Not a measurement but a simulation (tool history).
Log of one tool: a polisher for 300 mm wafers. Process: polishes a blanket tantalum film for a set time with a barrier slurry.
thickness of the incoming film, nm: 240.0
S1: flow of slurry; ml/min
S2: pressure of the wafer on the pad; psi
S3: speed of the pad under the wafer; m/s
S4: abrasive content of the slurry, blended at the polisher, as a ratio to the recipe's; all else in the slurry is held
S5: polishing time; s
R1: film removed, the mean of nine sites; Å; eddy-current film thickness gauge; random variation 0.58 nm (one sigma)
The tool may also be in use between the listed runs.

| run | day | S1 | S2 | S3 | S4 | S5 | R1 |
|---|---|---|---|---|---|---|---|
| 1 | 0.000 | 235 | 2.2 | 1.1 | 1.0 | 21 | 427.49 |
| 2 | 0.200 | 235 | 2.2 | 1.1 | 1.0 | 21 | 422.54 |
| 3 | 0.467 | 235 | 2.4 | 1.1 | 1.0 | 21 | 457.51 |
| 4 | 0.646 | 235 | 2.6 | 1.1 | 1.0 | 21 | 496.50 |
| 5 | 0.875 | 235 | 2.7 | 1.1 | 1.0 | 21 | 508.79 |
| 6 | 1.050 | 235 | 2.7 | 1.1 | 1.0 | 21 | 515.35 |
| 7 | 1.171 | 235 | 2.8 | 1.1 | 1.0 | 21 | 535.65 |
| 8 | 1.212 | 235 | 2.9 | 1.1 | 1.0 | 21 | 546.94 |
| 9 | 1.525 | 235 | 2.9 | 1.1 | 1.0 | 21 | 551.26 |
| 10 | 1.779 | 235 | 3.0 | 1.1 | 1.0 | 21 | 565.48 |

The next listed run, before its measurement:
| 11 | 2.104 | 235 | 3.1 | 1.1 | 1.0 | 21 | ? |

{"run 11": {"R1": 585.18}}
